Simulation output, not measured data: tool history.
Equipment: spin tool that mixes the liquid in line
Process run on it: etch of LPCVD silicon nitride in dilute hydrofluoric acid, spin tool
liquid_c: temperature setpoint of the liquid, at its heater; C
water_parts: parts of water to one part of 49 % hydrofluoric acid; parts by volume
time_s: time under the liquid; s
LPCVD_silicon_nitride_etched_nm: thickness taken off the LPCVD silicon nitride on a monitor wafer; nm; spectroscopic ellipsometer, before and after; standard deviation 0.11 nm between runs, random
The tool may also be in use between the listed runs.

| run | hour | liquid_c | water_parts | time_s | LPCVD_silicon_nitride_etched_nm |
|---|---|---|---|---|---|
| 1 | 0.0 | 24.0 | 70 | 325 | 2.4665 |
| 2 | 2.9 | 24.0 | 70 | 345 | 2.5224 |
| 3 | 5.9 | 24.0 | 70 | 345 | 2.6359 |
| 4 | 9.3 | 26.0 | 65 | 345 | 3.2381 |
| 5 | 10.9 | 26.0 | 75 | 345 | 2.7254 |
| 6 | 14.9 | 27.5 | 70 | 345 | 3.2129 |
| 7 | 23.3 | 28.5 | 65 | 345 | 3.7402 |
|  | 26.0 | thermometer replaced |
| 8 | 26.0 | 32.0 | 50 | 345 | 6.8471 |
| 9 | 27.1 | 31.5 | 50 | 345 | 6.6311 |

Predict the results of run 10:
| 10 | 29.6 | 31.0 | 50 | 345 | ? |

{"run 10": {"LPCVD_silicon_nitride_etched_nm": 6.3848}}

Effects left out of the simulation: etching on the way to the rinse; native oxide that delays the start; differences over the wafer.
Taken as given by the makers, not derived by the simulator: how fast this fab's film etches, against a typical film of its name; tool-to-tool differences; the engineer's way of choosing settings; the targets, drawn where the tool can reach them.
